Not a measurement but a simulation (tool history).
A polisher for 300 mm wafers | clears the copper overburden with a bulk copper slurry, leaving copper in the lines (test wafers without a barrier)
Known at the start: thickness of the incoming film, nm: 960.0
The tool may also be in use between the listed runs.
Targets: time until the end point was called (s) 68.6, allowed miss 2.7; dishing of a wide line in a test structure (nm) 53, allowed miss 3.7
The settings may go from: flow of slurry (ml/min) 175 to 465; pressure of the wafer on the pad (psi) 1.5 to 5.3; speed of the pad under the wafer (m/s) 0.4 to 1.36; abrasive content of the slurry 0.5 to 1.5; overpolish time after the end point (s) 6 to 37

| run | hour | flow of slurry (ml/min) | pressure of the wafer on the pad (psi) | speed of the pad under the wafer (m/s) | abrasive content of the slurry | overpolish time after the end point (s) | time until the end point was called (s) | dishing of a wide line in a test structure (nm) |
|---|---|---|---|---|---|---|---|---|
| 1 | 0 | 295 | 3.4 | 0.88 | 1 | 19 | 112.18 | 47.491 |
| 2 | 0.9 | 295 | 3.9 | 0.88 | 1 | 18 | 97.72 | 49.067 |
| 3 | 8.8 | 295 | 3.9 | 0.88 | 1 | 21 | 100.67 | 50.074 |
| 4 | 11.3 | 295 | 4.3 | 0.88 | 1 | 19 | 89.492 | 50.14 |
| 5 | 15.2 | 295 | 3.6 | 0.88 | 1 | 19 | 107.68 | 48.681 |
| 6 | 18.8 | 295 | 4.1 | 0.88 | 1 | 19 | 91.646 | 50.012 |
| 7 | 27.1 | 295 | 4.4 | 0.88 | 1 | 19 | 87.235 | 51.897 |
| 8 | 29.8 | 295 | 4.7 | 0.88 | 1 | 17 | 83.257 | 50.653 |
| 9 | 33.5 | 295 | 4.9 | 0.9 | 1 | 17 | 78.833 | 52.443 |

Which of these 5 next moves meets every target?
| A | 37.2 | 340 | 4.8 | 0.94 | 1.1 | 11 | ? | ? |
| B | 37.2 | 255 | 5.2 | 0.96 | 1.1 | 20 | ? | ? |
| C | 37.2 | 295 | 5.3 | 0.86 | 0.9 | 19 | ? | ? |
| D | 37.2 | 365 | 4.4 | 1 | 1.15 | 21 | ? | ? |
| E | 37.2 | 305 | 5.2 | 0.86 | 0.9 | 21 | ? | ? |

| move | time until the end point was called (s) | dishing of a wide line in a test structure (nm) |
|---|---|---|
| A | 74.159 | 47.98 |
| B | 68.859 | 53.615 |
| C | 76.864 | 53.015 |
| D | 74.97 | 52.736 |
| E | 78.085 | 53.332 |
A: nearer than the last run, and not there yet
B: meets every target
C: nearer than the last run, and not there yet
D: nearer than the last run, and not there yet
E: nearer than the last run, and not there yet
The right move is B.
